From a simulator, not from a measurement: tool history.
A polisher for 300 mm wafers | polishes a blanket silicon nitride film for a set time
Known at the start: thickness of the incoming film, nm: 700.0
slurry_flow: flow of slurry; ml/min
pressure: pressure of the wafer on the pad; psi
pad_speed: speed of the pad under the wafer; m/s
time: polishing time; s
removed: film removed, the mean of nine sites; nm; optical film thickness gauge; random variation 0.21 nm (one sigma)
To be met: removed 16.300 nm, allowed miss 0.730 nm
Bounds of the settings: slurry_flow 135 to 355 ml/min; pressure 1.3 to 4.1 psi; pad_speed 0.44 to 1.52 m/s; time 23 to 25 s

run	day	slurry_flow	pressure	pad_speed	time	removed
1	0.000	225	2.7	0.98	25	33.156
2	0.367	225	2.7	0.78	25	26.553
3	0.671	225	2.5	0.78	25	25.451
4	0.825	225	2.5	0.78	23	23.802
5	0.975	225	2.4	0.78	23	22.689
6	1.054	225	2.4	0.78	23	22.205
7	1.204	225	2.3	0.78	23	21.554
8	1.312	225	2.2	0.78	23	20.790
9	1.671	225	2.1	0.78	23	20.308
10	1.717	225	2.0	0.78	23	18.762

Which of these 4 next moves meets every target?
A	1.762	250	1.9	0.70	23	?
B	1.762	225	2.1	0.76	25	?
C	1.762	180	1.8	0.96	25	?
D	1.762	190	2.3	0.76	23	?

move	removed
A	16.545
B	20.959
C	21.371
D	20.741
A: meets every target
B: further off than the last run
C: further off than the last run
D: further off than the last run
Answer: A
